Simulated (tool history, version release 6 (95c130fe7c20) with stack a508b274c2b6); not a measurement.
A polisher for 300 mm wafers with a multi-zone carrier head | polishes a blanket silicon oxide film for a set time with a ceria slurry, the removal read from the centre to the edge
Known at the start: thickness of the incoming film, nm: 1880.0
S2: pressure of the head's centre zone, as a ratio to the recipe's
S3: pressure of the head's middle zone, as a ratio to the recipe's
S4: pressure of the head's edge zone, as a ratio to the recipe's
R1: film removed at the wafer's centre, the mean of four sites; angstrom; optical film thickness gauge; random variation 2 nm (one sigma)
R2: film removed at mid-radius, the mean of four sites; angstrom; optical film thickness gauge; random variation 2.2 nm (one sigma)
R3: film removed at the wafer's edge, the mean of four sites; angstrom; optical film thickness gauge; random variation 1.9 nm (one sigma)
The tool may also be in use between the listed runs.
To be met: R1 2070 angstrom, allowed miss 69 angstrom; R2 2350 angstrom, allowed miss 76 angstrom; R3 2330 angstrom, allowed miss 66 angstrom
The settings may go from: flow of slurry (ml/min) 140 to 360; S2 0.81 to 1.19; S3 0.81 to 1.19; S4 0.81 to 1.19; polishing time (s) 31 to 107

Run 1, hour 0: flow of slurry (ml/min) 230, S2 1, S3 1, S4 1, polishing time (s) 69. Result: R1 1831 angstrom, R2 1832.6 angstrom, R3 1862.9 angstrom.
Run 2, hour 3.8: flow of slurry (ml/min) 235, S2 1, S3 1.01, S4 1.02, polishing time (s) 70. Result: R1 1892.8 angstrom, R2 1879.9 angstrom, R3 1858.9 angstrom.
Run 3, hour 10.2: flow of slurry (ml/min) 235, S2 1.06, S3 1.01, S4 1.02, polishing time (s) 70. Result: R1 1959 angstrom, R2 1876.2 angstrom, R3 1882.1 angstrom.
Run 4, hour 16.4: flow of slurry (ml/min) 230, S2 1.03, S3 1.01, S4 1.03, polishing time (s) 72. Result: R1 1955.7 angstrom, R2 1918.7 angstrom, R3 1949.1 angstrom.
Run 5, hour 19.7: flow of slurry (ml/min) 230, S2 1.02, S3 1.02, S4 1.04, polishing time (s) 73. Result: R1 1958.1 angstrom, R2 1940.4 angstrom, R3 1981.7 angstrom.
Run 6, hour 21.5: flow of slurry (ml/min) 230, S2 1.02, S3 1.02, S4 1.04, polishing time (s) 79. Result: R1 2150.2 angstrom, R2 2117.2 angstrom, R3 2138.4 angstrom.
Run 7, hour 25.8: flow of slurry (ml/min) 230, S2 1.01, S3 1.03, S4 1.05, polishing time (s) 80. Result: R1 2165.2 angstrom, R2 2156.5 angstrom, R3 2164.8 angstrom.
Run 8, hour 26.5: flow of slurry (ml/min) 230, S2 0.99, S3 1.04, S4 1.06, polishing time (s) 81. Result: R1 2108.9 angstrom, R2 2245.8 angstrom, R3 2240.8 angstrom.
Run 9, hour 32.9: flow of slurry (ml/min) 235, S2 0.97, S3 1.05, S4 1.08, polishing time (s) 82. Result: R1 2095.9 angstrom, R2 2247.9 angstrom, R3 2225.2 angstrom.
Run 10, hour 35: flow of slurry (ml/min) 230, S2 0.97, S3 1.05, S4 1.08, polishing time (s) 82. Result: R1 2114.4 angstrom, R2 2313.8 angstrom, R3 2268.7 angstrom.

Which of these 5 next moves meets every target?
Run A, hour 37.1: flow of slurry (ml/min) 225, S2 0.98, S3 1.11, S4 1, polishing time (s) 84. Result: R1 ?, R2 ?, R3 ?.
Run B, hour 37.1: flow of slurry (ml/min) 215, S2 0.94, S3 1.09, S4 1.13, polishing time (s) 84. Result: R1 ?, R2 ?, R3 ?.
Run C, hour 37.1: flow of slurry (ml/min) 255, S2 1.02, S3 1.13, S4 1.07, polishing time (s) 80. Result: R1 ?, R2 ?, R3 ?.
Run D, hour 37.1: flow of slurry (ml/min) 255, S2 0.94, S3 1.14, S4 1.07, polishing time (s) 79. Result: R1 ?, R2 ?, R3 ?.
Run E, hour 37.1: flow of slurry (ml/min) 320, S2 0.95, S3 1.07, S4 0.98, polishing time (s) 79. Result: R1 ?, R2 ?, R3 ?.

move      R1      R2      R3
   A  2134.6  2438.4  2243.1
   B  2045.5  2390.1  2376.6
   C  2135.6    2385  2227.2
   D  1959.2    2374    2199
   E  2019.5  2292.2  2139.4
A: further off than the last run
B: meets every target
C: further off than the last run
D: further off than the last run
E: further off than the last run
Move B is the one to make.
